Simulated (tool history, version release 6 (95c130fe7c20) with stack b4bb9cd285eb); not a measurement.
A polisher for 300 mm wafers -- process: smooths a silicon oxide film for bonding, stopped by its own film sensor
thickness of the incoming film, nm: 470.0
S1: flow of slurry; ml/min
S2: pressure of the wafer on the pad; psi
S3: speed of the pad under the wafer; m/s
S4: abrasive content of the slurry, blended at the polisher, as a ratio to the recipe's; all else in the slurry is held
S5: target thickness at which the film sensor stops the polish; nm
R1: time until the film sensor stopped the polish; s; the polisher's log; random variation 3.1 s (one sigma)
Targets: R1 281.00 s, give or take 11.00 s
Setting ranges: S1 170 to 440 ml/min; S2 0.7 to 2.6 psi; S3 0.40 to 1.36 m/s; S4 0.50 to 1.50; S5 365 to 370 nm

| run | hour | S1 | S2 | S3 | S4 | S5 | R1 |
|---|---|---|---|---|---|---|---|
| 1 | 0.0 | 280 | 1.6 | 0.88 | 1.00 | 370 | 206.13 |
| 2 | 8.4 | 280 | 1.6 | 0.88 | 1.00 | 370 | 205.43 |
| 3 | 13.6 | 280 | 1.5 | 0.88 | 1.00 | 370 | 219.98 |
| 4 | 18.4 | 280 | 1.9 | 0.88 | 1.00 | 370 | 173.56 |
| 5 | 26.7 | 280 | 1.8 | 0.88 | 1.00 | 370 | 179.71 |
| 6 | 34.0 | 280 | 1.7 | 0.88 | 1.00 | 370 | 196.87 |
| 7 | 42.6 | 280 | 1.6 | 0.88 | 1.00 | 370 | 211.80 |
| 8 | 47.9 | 280 | 1.6 | 0.88 | 1.00 | 370 | 203.37 |
| 9 | 49.7 | 280 | 1.5 | 0.88 | 1.00 | 370 | 222.75 |
| 10 | 56.9 | 280 | 1.3 | 0.88 | 1.00 | 370 | 252.44 |
| 11 | 59.5 | 280 | 1.1 | 0.88 | 1.00 | 370 | 300.59 |

Exercise: of the 4 proposed moves below, exactly one satisfies all targets within the stated allowed misses. Which move is it?
| A | 62.1 | 290 | 1.2 | 0.96 | 0.95 | 370 | ? |
| B | 62.1 | 320 | 1.5 | 0.80 | 0.90 | 367 | ? |
| C | 62.1 | 320 | 1.2 | 0.88 | 1.00 | 365 | ? |
| D | 62.1 | 295 | 1.0 | 0.88 | 1.15 | 370 | ? |

| move | R1 |
|---|---|
| A | 255.68 |
| B | 246.99 |
| C | 281.16 |
| D | 309.21 |
A: pushes the last run's worst result past its target
B: pushes the last run's worst result past its target
C: hits every target within its allowed miss
D: moves away from the targets compared with the last run
Correct choice: C, which meets every target
